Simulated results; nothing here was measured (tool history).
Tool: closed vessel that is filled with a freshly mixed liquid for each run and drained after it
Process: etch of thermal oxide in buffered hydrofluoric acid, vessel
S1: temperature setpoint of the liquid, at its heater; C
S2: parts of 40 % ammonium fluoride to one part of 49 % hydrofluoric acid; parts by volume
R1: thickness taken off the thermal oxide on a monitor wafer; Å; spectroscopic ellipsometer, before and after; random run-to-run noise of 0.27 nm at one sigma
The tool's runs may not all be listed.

run 1 hour=0.0 | S1=23.0 S2=16.5 time_in_the_liquid_(s)=30 | R1=217.89
run 2 hour=3.2 | S1=23.0 S2=12.0 time_in_the_liquid_(s)=30 | R1=298.71
run 3 hour=4.8 | S1=20.0 S2=12.0 time_in_the_liquid_(s)=30 | R1=249.55
run 4 hour=10.7 | S1=20.0 S2=15.5 time_in_the_liquid_(s)=30 | R1=193.41
run 5 hour=17.7 | S1=20.0 S2=15.5 time_in_the_liquid_(s)=30 | R1=195.82
run 6 hour=25.3 | S1=22.0 S2=15.0 time_in_the_liquid_(s)=30 | R1=227.20
run 7 hour=29.6 | S1=23.5 S2=14.5 time_in_the_liquid_(s)=30 | R1=253.10

Estimate the outcome of run 8 from the log above:
run 8 hour=30.6 | S1=25.0 S2=14.0 time_in_the_liquid_(s)=30 | R1=?

{"run 8": {"R1": 282.45}}

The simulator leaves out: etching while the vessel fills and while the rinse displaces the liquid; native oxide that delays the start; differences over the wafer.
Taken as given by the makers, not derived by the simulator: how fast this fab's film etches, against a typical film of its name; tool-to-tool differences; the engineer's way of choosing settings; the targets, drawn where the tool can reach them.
